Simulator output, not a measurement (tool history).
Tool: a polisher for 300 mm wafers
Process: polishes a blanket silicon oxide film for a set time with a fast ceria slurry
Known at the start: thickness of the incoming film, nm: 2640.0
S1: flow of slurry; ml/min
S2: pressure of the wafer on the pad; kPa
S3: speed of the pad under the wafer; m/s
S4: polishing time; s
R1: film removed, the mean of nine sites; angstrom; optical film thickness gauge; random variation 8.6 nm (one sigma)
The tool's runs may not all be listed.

| run | hour | S1 | S2 | S3 | S4 | R1 |
|---|---|---|---|---|---|---|
| 1 | 0 | 170 | 16.5 | 1 | 75 | 11541 |
| 2 | 8.8 | 170 | 20.7 | 1 | 75 | 14302 |
| 3 | 17.2 | 170 | 18.6 | 1 | 75 | 13336 |
| 4 | 20.5 | 170 | 15.9 | 1 | 75 | 11320 |
| 5 | 29.1 | 170 | 15.9 | 1 | 75 | 11001 |
| 6 | 31.4 | 170 | 15.9 | 1.22 | 75 | 13083 |
|  | 37.5 | slurry nozzle cleaned |
| 7 | 37.5 | 155 | 11.7 | 1.2 | 75 | 9814.3 |
| 8 | 43.7 | 150 | 11 | 1.2 | 75 | 9150.1 |
| 9 | 49.4 | 145 | 11 | 1.2 | 75 | 9054.2 |

Forecast run 10:
| 10 | 53.8 | 140 | 11 | 1.2 | 75 | ? |

R1: 9027.5 angstrom

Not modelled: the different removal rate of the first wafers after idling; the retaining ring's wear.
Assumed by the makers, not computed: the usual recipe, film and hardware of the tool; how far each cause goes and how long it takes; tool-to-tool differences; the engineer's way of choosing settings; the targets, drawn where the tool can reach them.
